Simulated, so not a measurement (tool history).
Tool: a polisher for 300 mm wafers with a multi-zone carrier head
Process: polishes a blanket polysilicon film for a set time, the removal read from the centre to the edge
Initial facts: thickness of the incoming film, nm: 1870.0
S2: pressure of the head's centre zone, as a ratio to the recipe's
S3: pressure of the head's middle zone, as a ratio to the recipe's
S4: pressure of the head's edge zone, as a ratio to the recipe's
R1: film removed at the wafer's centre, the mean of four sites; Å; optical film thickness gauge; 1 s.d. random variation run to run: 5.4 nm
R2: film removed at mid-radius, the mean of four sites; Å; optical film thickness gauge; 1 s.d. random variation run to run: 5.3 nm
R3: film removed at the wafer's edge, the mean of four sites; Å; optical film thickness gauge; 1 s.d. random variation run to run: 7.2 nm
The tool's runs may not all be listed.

Run 1, hour 0: flow of slurry (ml/min) 265, S2 1, S3 1, S4 1, polishing time (s) 53. Result: R1 4102.1 Å, R2 3936.7 Å, R3 4157.8 Å.
Run 2, hour 3.3: flow of slurry (ml/min) 270, S2 1.03, S3 1.01, S4 1.04, polishing time (s) 56. Result: R1 4501.4 Å, R2 4218.3 Å, R3 4395.2 Å.
Run 3, hour 9.4: flow of slurry (ml/min) 270, S2 1.03, S3 1, S4 1.06, polishing time (s) 59. Result: R1 4740.2 Å, R2 4334.3 Å, R3 4482.5 Å.
Run 4, hour 17.9: flow of slurry (ml/min) 270, S2 1.03, S3 0.91, S4 1.06, polishing time (s) 59. Result: R1 4705.8 Å, R2 3904.6 Å, R3 4590.9 Å.
Run 5, hour 22.3: flow of slurry (ml/min) 270, S2 1.03, S3 0.91, S4 0.99, polishing time (s) 59. Result: R1 4609 Å, R2 3984.9 Å, R3 4504.1 Å.
Run 6, hour 27.7: flow of slurry (ml/min) 270, S2 1.02, S3 0.92, S4 1.01, polishing time (s) 62. Result: R1 4996 Å, R2 4347.7 Å, R3 4747.9 Å.

What does the tool deliver on the next run?
Run 7, hour 28.8: flow of slurry (ml/min) 275, S2 1, S3 0.92, S4 1.04, polishing time (s) 64. Result: R1 ?, R2 ?, R3 ?.

R1: 4945.8 Å
R2: 4468.6 Å
R3: 4923.9 Å
